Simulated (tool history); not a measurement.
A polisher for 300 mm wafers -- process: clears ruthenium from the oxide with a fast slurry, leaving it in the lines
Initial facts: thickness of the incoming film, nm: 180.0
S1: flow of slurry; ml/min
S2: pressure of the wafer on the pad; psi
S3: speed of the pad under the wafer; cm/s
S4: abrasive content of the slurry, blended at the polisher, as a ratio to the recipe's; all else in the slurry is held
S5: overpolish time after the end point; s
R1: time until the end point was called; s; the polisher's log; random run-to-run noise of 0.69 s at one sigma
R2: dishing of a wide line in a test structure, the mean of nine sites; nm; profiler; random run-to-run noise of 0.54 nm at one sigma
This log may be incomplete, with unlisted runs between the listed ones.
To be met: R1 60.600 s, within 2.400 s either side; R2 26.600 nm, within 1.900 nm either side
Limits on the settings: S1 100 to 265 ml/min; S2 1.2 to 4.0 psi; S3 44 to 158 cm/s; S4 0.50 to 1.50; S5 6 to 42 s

run 1 hour=0.0 | S1=170 S2=2.6 S3=100 S4=1.00 S5=21 | R1=58.962 R2=60.757
run 2 hour=6.5 | S1=135 S2=2.6 S3=100 S4=1.00 S5=21 | R1=62.480 R2=55.041
run 3 hour=14.4 | S1=135 S2=2.6 S3=100 S4=1.00 S5=16 | R1=61.434 R2=43.349
run 4 hour=17.2 | S1=135 S2=2.6 S3=100 S4=1.00 S5=14 | R1=62.619 R2=40.460
run 5 hour=25.4 | S1=135 S2=2.8 S3=100 S4=1.00 S5=14 | R1=59.275 R2=40.382
run 6 hour=31.8 | S1=135 S2=2.8 S3=98 S4=1.00 S5=12 | R1=58.998 R2=37.123
run 7 hour=38.5 | S1=130 S2=2.8 S3=98 S4=1.00 S5=11 | R1=59.476 R2=33.329
run 8 hour=47.0 | S1=130 S2=2.8 S3=98 S4=1.00 S5=10 | R1=59.179 R2=29.313
run 9 hour=49.9 | S1=130 S2=2.8 S3=98 S4=1.00 S5=10 | R1=59.717 R2=30.867
run 10 hour=57.1 | S1=130 S2=2.8 S3=98 S4=1.00 S5=10 | R1=58.885 R2=30.350
run 11 hour=62.7 | S1=125 S2=2.8 S3=98 S4=1.00 S5=10 | R1=60.178 R2=29.684
run 12 hour=66.9 | S1=120 S2=2.8 S3=98 S4=1.00 S5=10 | R1=62.033 R2=29.265

Of the 4 settings listed for the next run, only one would bring every result within its allowed miss of target. Which one?
run A hour=71.1 | S1=100 S2=2.7 S3=108 S4=1.00 S5=9 | R1=? R2=?
run B hour=71.1 | S1=125 S2=2.5 S3=104 S4=1.00 S5=12 | R1=? R2=?
run C hour=71.1 | S1=130 S2=1.7 S3=128 S4=1.25 S5=12 | R1=? R2=?
run D hour=71.1 | S1=150 S2=2.8 S3=100 S4=0.95 S5=11 | R1=? R2=?

move=A R1=60.484 R2=26.309
move=B R1=62.984 R2=33.196
move=C R1=61.936 R2=33.719
move=D R1=58.952 R2=32.556
A: meets every target
B: moves away from the targets compared with the last run
C: moves away from the targets compared with the last run
D: moves away from the targets compared with the last run
So the answer is move A, the one that meets all the targets.
